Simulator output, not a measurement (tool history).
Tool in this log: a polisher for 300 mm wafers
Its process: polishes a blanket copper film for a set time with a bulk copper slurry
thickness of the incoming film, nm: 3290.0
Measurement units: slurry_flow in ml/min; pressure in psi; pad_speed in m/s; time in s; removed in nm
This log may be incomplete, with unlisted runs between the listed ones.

| run | hour | slurry_flow | pressure | pad_speed | slurry_solids | time | removed |
|---|---|---|---|---|---|---|---|
| 1 | 0.0 | 245 | 3.4 | 1.22 | 1.0 | 55 | 756.99 |
| 2 | 4.2 | 245 | 3.2 | 1.22 | 1.0 | 55 | 709.27 |
| 3 | 12.2 | 245 | 3.0 | 1.22 | 1.0 | 55 | 663.67 |
| 4 | 18.8 | 300 | 3.0 | 1.22 | 1.0 | 55 | 675.91 |
| 5 | 27.2 | 350 | 3.0 | 1.22 | 1.0 | 55 | 700.85 |
| 6 | 30.1 | 350 | 2.8 | 1.22 | 1.0 | 55 | 656.59 |
| 7 | 35.1 | 350 | 2.6 | 1.22 | 1.0 | 55 | 612.98 |
| 8 | 39.3 | 350 | 2.5 | 1.22 | 1.0 | 55 | 598.84 |
| 9 | 41.3 | 350 | 2.4 | 1.22 | 1.0 | 55 | 575.46 |
| 10 | 41.9 | 350 | 2.3 | 1.22 | 1.0 | 55 | 555.91 |
| 11 | 44.2 | 350 | 2.2 | 1.22 | 1.0 | 55 | 544.05 |

What does the tool deliver on the next run?
| 12 | 48.4 | 350 | 2.1 | 1.22 | 1.0 | 55 | ? |

Run 12 yielded removed 523.59 nm.
